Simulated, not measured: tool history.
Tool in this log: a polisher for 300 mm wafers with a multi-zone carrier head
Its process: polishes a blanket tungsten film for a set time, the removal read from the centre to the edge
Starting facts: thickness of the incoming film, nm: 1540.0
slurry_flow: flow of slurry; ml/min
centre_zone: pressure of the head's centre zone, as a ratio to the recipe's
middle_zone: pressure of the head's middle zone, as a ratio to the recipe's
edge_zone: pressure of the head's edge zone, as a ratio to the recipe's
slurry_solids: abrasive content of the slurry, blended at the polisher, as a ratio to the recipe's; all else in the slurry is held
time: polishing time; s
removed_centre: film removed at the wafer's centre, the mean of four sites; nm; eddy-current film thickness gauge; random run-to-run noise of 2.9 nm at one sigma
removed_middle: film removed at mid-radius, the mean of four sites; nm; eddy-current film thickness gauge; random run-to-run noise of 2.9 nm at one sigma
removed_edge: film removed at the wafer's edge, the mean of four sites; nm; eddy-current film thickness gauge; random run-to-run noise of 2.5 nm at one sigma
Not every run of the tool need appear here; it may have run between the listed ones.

run  hour  slurry_flow  centre_zone  middle_zone  edge_zone  slurry_solids  time  removed_centre  removed_middle  removed_edge
  1     0          145            1            1          1              1    68          344.19          340.57        337.51
  2   6.4          145         1.01         0.99       0.98           0.95    65          324.33          324.14         319.7
  3   7.6          145         1.03         0.97       0.96            0.9    62          316.41          299.68        298.04
  4   9.3          145         1.04         0.96       0.95           0.85    60          298.25             277        283.39
  5  17.6          145         1.06         0.96       0.93            0.8    59          299.72          282.05         269.1
  6  25.8          145         1.07         0.94       0.92           0.75    58          300.97          260.49        261.42
  7  31.3          140         1.07         0.94       0.91            0.7    57          281.17          255.47        257.76

Run 8 is up next; what results do you expect?
  8  34.8          140         1.08         0.94        0.9            0.7    56               ?               ?             ?

{"run 8": {"removed_centre": 285.11, "removed_middle": 252.01, "removed_edge": 249.13}}
